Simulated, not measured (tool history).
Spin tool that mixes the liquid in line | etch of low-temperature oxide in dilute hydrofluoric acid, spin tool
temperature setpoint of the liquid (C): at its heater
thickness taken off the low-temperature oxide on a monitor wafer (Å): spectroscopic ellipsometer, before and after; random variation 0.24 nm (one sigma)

run	hour	temperature setpoint of the liquid (C)	parts of water to one part of 49 % hydrofluoric acid (parts by volume)	time under the liquid (s)	thickness taken off the low-temperature oxide on a monitor wafer (Å)
1	0.0	25.0	75	100	187.05
2	4.1	28.5	75	100	215.20
3	12.2	30.5	75	100	234.88
4	18.0	31.0	65	100	277.41
5	19.0	28.5	65	100	252.63
6	24.4	28.5	85	100	188.98
7	28.0	29.0	75	100	220.92
8	32.4	29.5	65	100	261.80
9	34.0	30.0	60	100	292.81
10	37.0	30.5	55	100	327.57

Run 11 comes next. What will it give?
11	39.9	31.0	50	100	?

Run 11 gave thickness taken off the low-temperature oxide on a monitor wafer (Å) 370.41.
